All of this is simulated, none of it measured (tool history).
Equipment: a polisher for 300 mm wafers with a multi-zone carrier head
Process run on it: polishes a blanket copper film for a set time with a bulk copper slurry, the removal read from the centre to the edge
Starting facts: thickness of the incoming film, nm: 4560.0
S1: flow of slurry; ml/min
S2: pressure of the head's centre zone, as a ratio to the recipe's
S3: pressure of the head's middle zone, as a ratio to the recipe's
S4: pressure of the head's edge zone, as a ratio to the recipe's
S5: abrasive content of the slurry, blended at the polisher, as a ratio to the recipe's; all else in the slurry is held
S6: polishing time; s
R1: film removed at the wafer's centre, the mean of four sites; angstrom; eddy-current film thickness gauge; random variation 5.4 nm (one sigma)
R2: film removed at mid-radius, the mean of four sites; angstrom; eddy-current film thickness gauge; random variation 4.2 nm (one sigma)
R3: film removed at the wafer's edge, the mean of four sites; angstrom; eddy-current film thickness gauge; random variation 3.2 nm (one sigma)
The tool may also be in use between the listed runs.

run,hour,S1,S2,S3,S4,S5,S6,R1,R2,R3
1,0.0,130,1.00,1.00,1.00,1.00,45,4555.9,4638.1,4692.3
2,1.5,125,0.99,0.99,0.99,1.00,45,4518.7,4675.8,4516.9
3,6.5,125,0.99,0.99,0.99,1.20,45,4775.1,4794.9,4769.8
4,13.6,125,0.99,0.99,0.92,1.20,45,4831.2,4808.4,4610.2
5,15.2,125,0.99,0.99,0.92,1.20,55,5822.7,5867.2,5594.3
6,15.8,120,0.97,0.97,0.92,1.10,54,5240.0,5515.1,5440.5
7,19.3,120,0.97,0.96,0.91,1.00,53,5178.6,5247.3,5224.6
8,26.5,115,0.96,0.95,0.90,0.95,52,4760.3,5102.8,5004.6
9,33.2,110,0.96,0.93,0.90,0.90,51,4656.9,4779.6,4856.5

For run 10, what comes out?
10,34.9,105,0.95,0.92,0.89,0.85,51,?,?,?

Run 10 produced R1 4483.1 angstrom, R2 4705.4 angstrom, R3 4650.8 angstrom.
